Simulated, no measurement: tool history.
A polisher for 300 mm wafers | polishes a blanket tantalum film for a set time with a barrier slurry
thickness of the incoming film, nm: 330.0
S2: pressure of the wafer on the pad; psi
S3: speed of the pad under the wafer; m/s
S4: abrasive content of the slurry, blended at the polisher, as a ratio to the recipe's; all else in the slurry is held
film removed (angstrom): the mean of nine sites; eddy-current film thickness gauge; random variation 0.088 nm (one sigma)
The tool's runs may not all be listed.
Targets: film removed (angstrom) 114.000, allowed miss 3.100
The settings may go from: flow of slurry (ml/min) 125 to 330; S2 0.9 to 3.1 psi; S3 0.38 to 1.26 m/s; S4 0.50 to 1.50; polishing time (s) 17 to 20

Run 1, hour 0.0: flow of slurry (ml/min) 210, S2 2.0 psi, S3 0.82 m/s, S4 1.00, polishing time (s) 20. Result: film removed (angstrom) 214.000.
Run 2, hour 2.0: flow of slurry (ml/min) 210, S2 1.9 psi, S3 0.82 m/s, S4 1.00, polishing time (s) 20. Result: film removed (angstrom) 201.100.
Run 3, hour 3.6: flow of slurry (ml/min) 210, S2 2.3 psi, S3 0.82 m/s, S4 1.00, polishing time (s) 20. Result: film removed (angstrom) 247.820.
Run 4, hour 4.3: flow of slurry (ml/min) 210, S2 2.3 psi, S3 0.82 m/s, S4 1.00, polishing time (s) 17. Result: film removed (angstrom) 207.030.
Run 5, hour 10.8: flow of slurry (ml/min) 210, S2 2.3 psi, S3 0.82 m/s, S4 1.00, polishing time (s) 20. Result: film removed (angstrom) 246.590.
Run 6, hour 13.2: flow of slurry (ml/min) 210, S2 2.1 psi, S3 0.82 m/s, S4 1.00, polishing time (s) 20. Result: film removed (angstrom) 222.130.
At hour 14.3: head pressure recalibrated.
Run 7, hour 14.3: flow of slurry (ml/min) 210, S2 2.0 psi, S3 0.82 m/s, S4 1.00, polishing time (s) 20. Result: film removed (angstrom) 242.370.
Run 8, hour 21.8: flow of slurry (ml/min) 210, S2 1.9 psi, S3 0.76 m/s, S4 0.95, polishing time (s) 20. Result: film removed (angstrom) 215.620.
Run 9, hour 27.3: flow of slurry (ml/min) 210, S2 1.8 psi, S3 0.72 m/s, S4 1.00, polishing time (s) 20. Result: film removed (angstrom) 200.040.
Run 10, hour 30.3: flow of slurry (ml/min) 205, S2 1.7 psi, S3 0.68 m/s, S4 1.00, polishing time (s) 20. Result: film removed (angstrom) 183.290.
Run 11, hour 30.9: flow of slurry (ml/min) 205, S2 1.7 psi, S3 0.68 m/s, S4 1.00, polishing time (s) 20. Result: film removed (angstrom) 183.680.
Run 12, hour 39.5: flow of slurry (ml/min) 200, S2 1.6 psi, S3 0.64 m/s, S4 1.00, polishing time (s) 20. Result: film removed (angstrom) 167.720.
Run 13, hour 44.0: flow of slurry (ml/min) 195, S2 1.5 psi, S3 0.64 m/s, S4 1.00, polishing time (s) 20. Result: film removed (angstrom) 157.980.
Run 14, hour 49.9: flow of slurry (ml/min) 185, S2 1.4 psi, S3 0.64 m/s, S4 1.00, polishing time (s) 20. Result: film removed (angstrom) 147.160.
Run 15, hour 54.5: flow of slurry (ml/min) 150, S2 0.9 psi, S3 0.64 m/s, S4 1.00, polishing time (s) 20. Result: film removed (angstrom) 92.264.
Run 16, hour 60.7: flow of slurry (ml/min) 160, S2 0.9 psi, S3 0.64 m/s, S4 1.00, polishing time (s) 20. Result: film removed (angstrom) 92.728.
Run 17, hour 64.0: flow of slurry (ml/min) 170, S2 0.9 psi, S3 0.64 m/s, S4 1.00, polishing time (s) 20. Result: film removed (angstrom) 93.639.
Run 18, hour 71.2: flow of slurry (ml/min) 185, S2 0.9 psi, S3 0.64 m/s, S4 1.00, polishing time (s) 20. Result: film removed (angstrom) 94.826.
Run 19, hour 75.5: flow of slurry (ml/min) 190, S2 0.9 psi, S3 0.64 m/s, S4 1.00, polishing time (s) 20. Result: film removed (angstrom) 95.762.
Run 20, hour 81.3: flow of slurry (ml/min) 200, S2 0.9 psi, S3 0.64 m/s, S4 1.00, polishing time (s) 20. Result: film removed (angstrom) 96.918.
Run 21, hour 88.1: flow of slurry (ml/min) 255, S2 1.2 psi, S3 0.64 m/s, S4 1.00, polishing time (s) 20. Result: film removed (angstrom) 131.070.
Run 22, hour 90.5: flow of slurry (ml/min) 195, S2 1.2 psi, S3 0.64 m/s, S4 1.00, polishing time (s) 20. Result: film removed (angstrom) 126.190.
Run 23, hour 98.0: flow of slurry (ml/min) 190, S2 1.2 psi, S3 0.64 m/s, S4 1.00, polishing time (s) 20. Result: film removed (angstrom) 124.740.
Run 24, hour 102.0: flow of slurry (ml/min) 185, S2 1.2 psi, S3 0.64 m/s, S4 1.00, polishing time (s) 20. Result: film removed (angstrom) 125.510.
Run 25, hour 103.6: flow of slurry (ml/min) 180, S2 1.2 psi, S3 0.64 m/s, S4 1.00, polishing time (s) 20. Result: film removed (angstrom) 122.940.

4 next moves are on the table. One of them brings every result within its allowed miss. Which?
Run A, hour 105.2: flow of slurry (ml/min) 185, S2 1.3 psi, S3 0.70 m/s, S4 1.00, polishing time (s) 19. Result: film removed (angstrom) ?.
Run B, hour 105.2: flow of slurry (ml/min) 160, S2 1.2 psi, S3 0.66 m/s, S4 1.05, polishing time (s) 18. Result: film removed (angstrom) ?.
Run C, hour 105.2: flow of slurry (ml/min) 205, S2 1.3 psi, S3 0.56 m/s, S4 1.10, polishing time (s) 20. Result: film removed (angstrom) ?.
Run D, hour 105.2: flow of slurry (ml/min) 170, S2 1.0 psi, S3 0.82 m/s, S4 1.10, polishing time (s) 20. Result: film removed (angstrom) ?.

move  film removed (angstrom)
   A                  135.800
   B                  114.600
   C                  133.350
   D                  125.140
A: further off than the last run
B: meets every target
C: further off than the last run
D: further off than the last run
Move B is the one to make.
